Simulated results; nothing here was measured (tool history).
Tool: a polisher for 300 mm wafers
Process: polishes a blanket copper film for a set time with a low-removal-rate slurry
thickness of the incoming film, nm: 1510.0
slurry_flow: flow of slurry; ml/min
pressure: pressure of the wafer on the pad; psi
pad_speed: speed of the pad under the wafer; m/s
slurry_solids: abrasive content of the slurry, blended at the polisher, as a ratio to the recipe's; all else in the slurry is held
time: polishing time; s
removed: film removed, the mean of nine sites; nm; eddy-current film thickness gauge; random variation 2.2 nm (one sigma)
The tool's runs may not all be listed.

run,hour,slurry_flow,pressure,pad_speed,slurry_solids,time,removed
1,0.0,230,2.5,1.02,1.0,61,184.49
2,6.1,230,2.7,1.02,1.0,61,202.31
3,11.6,185,2.7,1.02,1.0,61,194.00
4,15.3,185,2.3,1.02,1.0,61,165.61
5,21.0,195,2.5,1.02,1.0,61,180.12
6,23.6,210,2.6,1.02,1.0,61,189.17
7,27.2,220,2.7,1.02,1.0,61,196.01

Run 8 comes next. What will it give?
8,31.0,225,2.8,1.02,1.0,61,?

removed: 207.58 nm

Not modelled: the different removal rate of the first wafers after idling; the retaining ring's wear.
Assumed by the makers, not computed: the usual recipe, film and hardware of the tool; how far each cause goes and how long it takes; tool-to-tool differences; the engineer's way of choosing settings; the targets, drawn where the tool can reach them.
